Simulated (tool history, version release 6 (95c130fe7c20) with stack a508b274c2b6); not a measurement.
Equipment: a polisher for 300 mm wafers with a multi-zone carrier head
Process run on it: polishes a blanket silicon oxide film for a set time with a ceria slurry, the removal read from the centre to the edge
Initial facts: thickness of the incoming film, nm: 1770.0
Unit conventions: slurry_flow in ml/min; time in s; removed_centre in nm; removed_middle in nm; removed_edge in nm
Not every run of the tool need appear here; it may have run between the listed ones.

Run 1, hour 0.0: slurry_flow 145 ml/min, centre_zone 1.00, middle_zone 1.00, edge_zone 1.00, time 63 s. Result: removed_centre 460.68 nm, removed_middle 450.64 nm, removed_edge 440.80 nm.
Run 2, hour 4.6: slurry_flow 145 ml/min, centre_zone 1.00, middle_zone 1.08, edge_zone 1.00, time 63 s. Result: removed_centre 461.55 nm, removed_middle 474.33 nm, removed_edge 438.12 nm.
Run 3, hour 5.4: slurry_flow 145 ml/min, centre_zone 1.00, middle_zone 1.08, edge_zone 1.00, time 57 s. Result: removed_centre 418.71 nm, removed_middle 439.62 nm, removed_edge 399.36 nm.
Run 4, hour 12.4: slurry_flow 170 ml/min, centre_zone 1.00, middle_zone 1.08, edge_zone 1.00, time 57 s. Result: removed_centre 427.07 nm, removed_middle 445.32 nm, removed_edge 406.96 nm.
Run 5, hour 15.2: slurry_flow 170 ml/min, centre_zone 1.03, middle_zone 1.08, edge_zone 1.00, time 57 s. Result: removed_centre 435.93 nm, removed_middle 454.93 nm, removed_edge 407.24 nm.
Run 6, hour 16.8: slurry_flow 160 ml/min, centre_zone 1.02, middle_zone 1.07, edge_zone 0.95, time 54 s. Result: removed_centre 414.94 nm, removed_middle 415.05 nm, removed_edge 374.11 nm.
Run 7, hour 19.2: slurry_flow 120 ml/min, centre_zone 0.92, middle_zone 1.10, edge_zone 0.85, time 46 s. Result: removed_centre 296.93 nm, removed_middle 345.56 nm, removed_edge 298.92 nm.

Expected results for the next run?
Run 8, hour 25.8: slurry_flow 130 ml/min, centre_zone 0.94, middle_zone 1.09, edge_zone 0.85, time 46 s. Result: removed_centre ?, removed_middle ?, removed_edge ?.

removed_centre: 313.82 nm
removed_middle: 343.68 nm
removed_edge: 295.21 nm

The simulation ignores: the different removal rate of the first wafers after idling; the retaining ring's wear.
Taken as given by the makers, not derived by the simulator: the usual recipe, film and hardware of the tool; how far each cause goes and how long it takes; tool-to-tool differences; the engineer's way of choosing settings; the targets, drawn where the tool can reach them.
